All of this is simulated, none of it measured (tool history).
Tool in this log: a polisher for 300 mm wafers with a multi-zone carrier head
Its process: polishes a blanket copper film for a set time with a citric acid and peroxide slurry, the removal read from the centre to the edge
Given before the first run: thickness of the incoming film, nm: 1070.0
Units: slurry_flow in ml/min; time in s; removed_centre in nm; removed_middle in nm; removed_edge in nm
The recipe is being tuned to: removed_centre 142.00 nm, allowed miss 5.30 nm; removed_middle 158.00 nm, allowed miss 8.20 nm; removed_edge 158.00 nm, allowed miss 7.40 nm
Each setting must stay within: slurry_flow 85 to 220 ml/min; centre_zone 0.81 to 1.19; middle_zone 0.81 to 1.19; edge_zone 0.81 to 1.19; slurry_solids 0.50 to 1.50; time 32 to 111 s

run,hour,slurry_flow,centre_zone,middle_zone,edge_zone,slurry_solids,time,removed_centre,removed_middle,removed_edge
1,0.0,140,1.00,1.00,1.00,1.00,71,178.55,180.99,190.40
2,7.2,135,0.99,1.00,0.98,0.95,71,175.97,178.46,184.25
3,13.6,130,0.97,1.00,0.97,0.90,71,166.76,173.94,184.56
4,15.3,130,0.97,1.03,0.97,0.90,71,168.51,177.54,178.15
5,22.7,130,0.97,1.03,0.97,0.70,71,161.75,177.57,172.79
6,27.1,125,0.96,1.02,0.96,0.70,71,158.60,175.12,167.89
7,33.2,120,0.95,1.01,0.96,0.70,71,152.81,166.59,172.47
8,35.2,115,0.95,1.01,0.95,0.70,71,151.58,168.28,165.53
9,42.9,110,0.95,1.01,0.95,0.70,71,149.11,160.81,165.32

Of the 5 settings listed for the next run, only one would bring every result within its allowed miss of target. Which one?
A,50.6,105,1.00,1.11,1.07,1.10,62,?,?,?
B,50.6,85,1.08,0.93,0.95,0.90,71,?,?,?
C,50.6,100,1.01,0.93,0.88,0.75,76,?,?,?
D,50.6,120,1.01,1.04,0.89,0.65,69,?,?,?
E,50.6,150,1.05,1.06,0.91,0.50,61,?,?,?

move,removed_centre,removed_middle,removed_edge
A,139.30,159.55,159.71
B,149.21,138.88,158.78
C,160.37,157.38,168.38
D,156.20,166.19,158.25
E,152.06,156.34,144.55
A: every result within its allowed miss
B: its largest miss is bigger than the last run's
C: its largest miss is bigger than the last run's
D: its largest miss is bigger than the last run's
E: its largest miss is bigger than the last run's
Answer: A
